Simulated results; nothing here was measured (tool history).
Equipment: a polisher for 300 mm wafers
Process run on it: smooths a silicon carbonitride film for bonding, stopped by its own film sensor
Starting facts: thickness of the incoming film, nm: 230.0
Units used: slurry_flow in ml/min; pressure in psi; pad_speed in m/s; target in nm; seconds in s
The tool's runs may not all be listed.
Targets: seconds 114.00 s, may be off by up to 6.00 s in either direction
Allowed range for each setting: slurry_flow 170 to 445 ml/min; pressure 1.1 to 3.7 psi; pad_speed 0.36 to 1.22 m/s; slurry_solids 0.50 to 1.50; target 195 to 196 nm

run 1 hour=0.0 | slurry_flow=285 pressure=2.4 pad_speed=0.78 slurry_solids=1.00 target=196 | seconds=146.88
run 2 hour=6.2 | slurry_flow=285 pressure=2.5 pad_speed=0.78 slurry_solids=1.00 target=196 | seconds=144.43
run 3 hour=7.2 | slurry_flow=285 pressure=2.5 pad_speed=0.78 slurry_solids=1.00 target=195 | seconds=147.62
run 4 hour=15.0 | slurry_flow=285 pressure=2.9 pad_speed=0.78 slurry_solids=1.00 target=195 | seconds=138.84
run 5 hour=21.2 | slurry_flow=285 pressure=2.9 pad_speed=0.78 slurry_solids=1.10 target=195 | seconds=133.99
run 6 hour=23.6 | slurry_flow=285 pressure=3.0 pad_speed=0.78 slurry_solids=1.10 target=195 | seconds=128.99
run 7 hour=28.2 | slurry_flow=285 pressure=3.1 pad_speed=0.78 slurry_solids=1.10 target=195 | seconds=127.28
run 8 hour=36.7 | slurry_flow=285 pressure=3.2 pad_speed=0.78 slurry_solids=1.10 target=195 | seconds=122.87

Exactly one of the 5 candidate moves below puts every result within its allowed miss. Which one?
run A hour=45.2 | slurry_flow=295 pressure=3.0 pad_speed=0.74 slurry_solids=1.15 target=195 | seconds=?
run B hour=45.2 | slurry_flow=270 pressure=3.1 pad_speed=0.74 slurry_solids=1.15 target=195 | seconds=?
run C hour=45.2 | slurry_flow=315 pressure=3.2 pad_speed=0.72 slurry_solids=1.15 target=195 | seconds=?
run D hour=45.2 | slurry_flow=255 pressure=3.3 pad_speed=0.80 slurry_solids=1.15 target=196 | seconds=?
run E hour=45.2 | slurry_flow=250 pressure=3.1 pad_speed=0.74 slurry_solids=1.25 target=195 | seconds=?

move=A seconds=135.75
move=B seconds=133.88
move=C seconds=132.09
move=D seconds=117.75
move=E seconds=131.81
A: further off than the last run
B: further off than the last run
C: further off than the last run
D: all results in spec
E: further off than the last run
The right move is D.
